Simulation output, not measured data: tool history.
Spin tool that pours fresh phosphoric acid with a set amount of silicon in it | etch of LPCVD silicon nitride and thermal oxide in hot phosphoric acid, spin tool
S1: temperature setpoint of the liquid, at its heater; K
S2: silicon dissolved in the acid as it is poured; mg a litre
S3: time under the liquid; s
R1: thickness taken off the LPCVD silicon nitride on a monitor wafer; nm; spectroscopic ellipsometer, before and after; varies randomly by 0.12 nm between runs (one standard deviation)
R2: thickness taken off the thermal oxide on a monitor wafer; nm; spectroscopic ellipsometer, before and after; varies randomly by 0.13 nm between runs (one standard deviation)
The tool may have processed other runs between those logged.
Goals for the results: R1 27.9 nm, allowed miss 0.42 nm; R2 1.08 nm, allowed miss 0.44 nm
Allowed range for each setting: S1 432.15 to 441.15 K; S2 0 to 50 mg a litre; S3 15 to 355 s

| run | hour | S1 | S2 | S3 | R1 | R2 |
|---|---|---|---|---|---|---|
| 1 | 0 | 437.15 | 28 | 180 | 20.589 | 0.3369 |
| 2 | 3.5 | 437.15 | 35.5 | 180 | 20.498 | 0.25671 |
| 3 | 4.7 | 436.15 | 35.5 | 180 | 19.797 | 0.25165 |
| 4 | 5.2 | 437.65 | 27 | 190 | 21.871 | 0.41638 |
| 5 | 13.7 | 437.65 | 34.5 | 190 | 21.915 | 0.35312 |
| 6 | 17.1 | 438.65 | 31 | 195 | 23.382 | 0.3422 |
| 7 | 23.9 | 439.15 | 23 | 200 | 24.414 | 0.47227 |
| 8 | 26.3 | 439.65 | 17 | 205 | 25.285 | 0.66087 |
| 9 | 27.4 | 440.15 | 14 | 210 | 26.399 | 0.7714 |
| 10 | 32.7 | 440.15 | 12 | 210 | 26.494 | 0.84434 |

Pick the move, out of 4, that brings all results within their allowed miss; only one does.
| A | 38 | 439.15 | 24.5 | 210 | ? | ? |
| B | 38 | 439.65 | 1.5 | 225 | ? | ? |
| C | 38 | 440.65 | 16.5 | 190 | ? | ? |
| D | 38 | 440.65 | 13.5 | 200 | ? | ? |

| move | R1 | R2 |
|---|---|---|
| A | 25.661 | 0.60943 |
| B | 27.946 | 1.1873 |
| C | 24.379 | 0.77521 |
| D | 25.662 | 0.87959 |
A: misses by more than the last run did
B: in spec on every target
C: misses by more than the last run did
D: misses by more than the last run did
Go with B: it meets all targets.

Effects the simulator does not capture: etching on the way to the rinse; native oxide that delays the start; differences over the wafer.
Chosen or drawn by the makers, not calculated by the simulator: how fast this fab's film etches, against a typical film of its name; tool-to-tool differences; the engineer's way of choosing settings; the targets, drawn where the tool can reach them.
